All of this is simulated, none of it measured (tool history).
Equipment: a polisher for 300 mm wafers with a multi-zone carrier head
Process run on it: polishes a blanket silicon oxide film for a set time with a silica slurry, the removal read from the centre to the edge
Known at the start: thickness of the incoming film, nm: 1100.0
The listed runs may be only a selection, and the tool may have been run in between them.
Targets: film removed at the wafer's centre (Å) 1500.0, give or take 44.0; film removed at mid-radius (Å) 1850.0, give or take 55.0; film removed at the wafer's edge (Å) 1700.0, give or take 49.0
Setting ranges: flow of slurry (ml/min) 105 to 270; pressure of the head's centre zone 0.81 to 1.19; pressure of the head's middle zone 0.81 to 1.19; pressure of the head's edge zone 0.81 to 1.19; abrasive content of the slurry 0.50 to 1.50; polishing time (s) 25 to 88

run,day,flow of slurry (ml/min),pressure of the head's centre zone,pressure of the head's middle zone,pressure of the head's edge zone,abrasive content of the slurry,polishing time (s),film removed at the wafer's centre (Å),film removed at mid-radius (Å),film removed at the wafer's edge (Å)
1,0.000,175,1.00,1.00,1.00,1.00,56,2668.7,2615.3,2612.0
2,0.142,175,0.93,1.00,1.00,1.00,56,2415.5,2651.6,2595.9
3,0.188,170,0.91,0.99,0.97,0.90,55,2225.0,2400.1,2402.2
4,0.392,170,0.91,0.99,1.04,0.90,55,2260.4,2388.9,2499.4
5,0.638,165,0.89,1.00,1.00,0.85,54,2083.0,2350.7,2322.3
6,1.017,165,0.89,1.00,1.00,0.95,54,2187.8,2459.8,2435.4
7,1.221,160,0.88,1.00,0.97,0.85,54,2022.7,2300.5,2292.1
8,1.342,160,0.88,1.01,0.95,0.80,53,1941.9,2230.2,2139.0
9,1.617,155,0.87,1.01,0.93,0.75,53,1865.9,2149.8,2075.5
10,1.862,150,0.86,1.01,0.91,0.70,53,1799.9,2078.2,1986.3
11,2.108,145,0.85,1.01,0.90,0.65,53,1678.9,2011.7,1914.0
12,2.454,140,0.85,1.01,0.89,0.65,53,1677.9,2022.4,1895.3
13,2.529,135,0.85,1.01,0.88,0.65,53,1661.2,1976.2,1897.9
14,2.896,135,0.85,1.01,0.87,0.60,53,1614.2,1872.2,1783.5
15,2.946,130,0.84,1.01,0.86,0.60,53,1582.3,1923.0,1779.7
16,3.212,130,0.84,1.01,0.86,0.60,53,1590.4,1905.3,1786.5
17,3.288,130,0.84,1.01,0.86,0.60,53,1586.9,1925.6,1773.3
18,3.529,125,0.84,1.01,0.86,0.60,53,1555.5,1917.6,1761.7
19,3.754,120,0.84,1.01,0.86,0.60,53,1552.5,1881.6,1762.9
20,4.054,120,0.84,1.01,0.85,0.60,53,1568.2,1882.7,1755.9
# day 4.333: worn pad replaced by a new one
21,4.333,120,0.84,1.01,0.84,0.60,53,1838.2,2165.9,2010.6
22,4.650,140,0.89,1.09,0.94,0.50,53,1773.1,2150.8,1960.1
23,4.954,140,0.88,1.08,0.92,0.50,53,1805.5,2144.2,1943.5
24,5.162,115,0.81,1.06,0.91,0.50,45,1357.9,1735.3,1613.6
25,5.462,115,0.82,1.07,0.91,0.50,45,1373.9,1765.5,1624.5

Which single option among these 4 for the next run brings every result within its allowed miss of target? Just one does.
A,5.762,115,0.84,1.02,0.86,0.55,44,?,?,?
B,5.762,110,0.88,1.03,0.86,0.50,46,?,?,?
C,5.762,160,0.82,1.01,0.84,0.65,42,?,?,?
D,5.762,145,0.88,1.11,0.81,0.50,44,?,?,?

move,film removed at the wafer's centre (Å),film removed at mid-radius (Å),film removed at the wafer's edge (Å)
A,1406.2,1757.7,1624.6
B,1459.3,1756.7,1613.5
C,1493.3,1885.2,1717.3
D,1459.3,1861.6,1544.8
A: moves toward the targets from the last run without getting all of them in spec
B: the furthest-off result lands on target, but another misses its tolerance
C: all results land within tolerance of their targets
D: the furthest-off result lands on target, but another misses its tolerance
C meets every target.
